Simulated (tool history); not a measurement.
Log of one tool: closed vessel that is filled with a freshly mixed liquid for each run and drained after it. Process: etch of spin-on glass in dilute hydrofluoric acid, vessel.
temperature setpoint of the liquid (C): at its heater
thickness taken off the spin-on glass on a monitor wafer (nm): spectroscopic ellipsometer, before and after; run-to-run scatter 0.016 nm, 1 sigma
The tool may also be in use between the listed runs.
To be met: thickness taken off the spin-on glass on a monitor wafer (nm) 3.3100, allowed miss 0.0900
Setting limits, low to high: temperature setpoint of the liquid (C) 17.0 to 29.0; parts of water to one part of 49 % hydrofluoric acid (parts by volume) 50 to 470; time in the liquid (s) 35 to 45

run	hour	temperature setpoint of the liquid (C)	parts of water to one part of 49 % hydrofluoric acid (parts by volume)	time in the liquid (s)	thickness taken off the spin-on glass on a monitor wafer (nm)
1	0.0	21.0	260	45	5.1453
2	4.9	21.0	260	35	3.9569
3	10.5	21.0	260	35	4.0226
4	15.8	21.0	260	45	5.1229
5	16.8	22.5	260	45	5.4563
6	21.2	21.0	270	45	4.9197
# hour 30.4: hydrofluoric acid flow meter replaced
7	30.4	17.0	335	45	3.0342
8	39.5	17.5	335	45	3.1112
9	48.8	18.0	335	45	3.1655
10	54.6	18.5	335	45	3.2198

Below are 4 possible settings for the next run. Only one of them brings all results inside the allowed miss of their targets. Which is it?
A	60.4	19.0	330	45	?
B	60.4	18.5	345	45	?
C	60.4	19.5	355	45	?
D	60.4	17.0	305	40	?

move	thickness taken off the spin-on glass on a monitor wafer (nm)
A	3.3082
B	3.0683
C	3.0654
D	3.0170
A: all results in spec
B: misses by more than the last run did
C: misses by more than the last run did
D: misses by more than the last run did
The move that meets every target is A.
